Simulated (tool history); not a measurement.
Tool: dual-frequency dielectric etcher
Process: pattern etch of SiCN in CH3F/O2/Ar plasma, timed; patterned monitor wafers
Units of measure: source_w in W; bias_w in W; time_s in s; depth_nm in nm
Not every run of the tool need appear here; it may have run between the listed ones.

| run | day | source_w | bias_w | time_s | depth_nm |
|---|---|---|---|---|---|
| 1 | 0 | 280 | 83 | 36 | 12.411 |
| 2 | 0.2 | 300 | 83 | 36 | 12.756 |
| 3 | 0.492 | 260 | 83 | 36 | 12.134 |
| 4 | 0.583 | 230 | 83 | 36 | 11.569 |
| 5 | 0.704 | 190 | 83 | 36 | 10.776 |
| 6 | 1.075 | 250 | 84 | 36 | 12.007 |
| 7 | 1.45 | 290 | 85 | 36 | 12.724 |

Expected results for the next run?
| 8 | 1.517 | 320 | 86 | 36 | ? |

depth_nm: 13.328 nm

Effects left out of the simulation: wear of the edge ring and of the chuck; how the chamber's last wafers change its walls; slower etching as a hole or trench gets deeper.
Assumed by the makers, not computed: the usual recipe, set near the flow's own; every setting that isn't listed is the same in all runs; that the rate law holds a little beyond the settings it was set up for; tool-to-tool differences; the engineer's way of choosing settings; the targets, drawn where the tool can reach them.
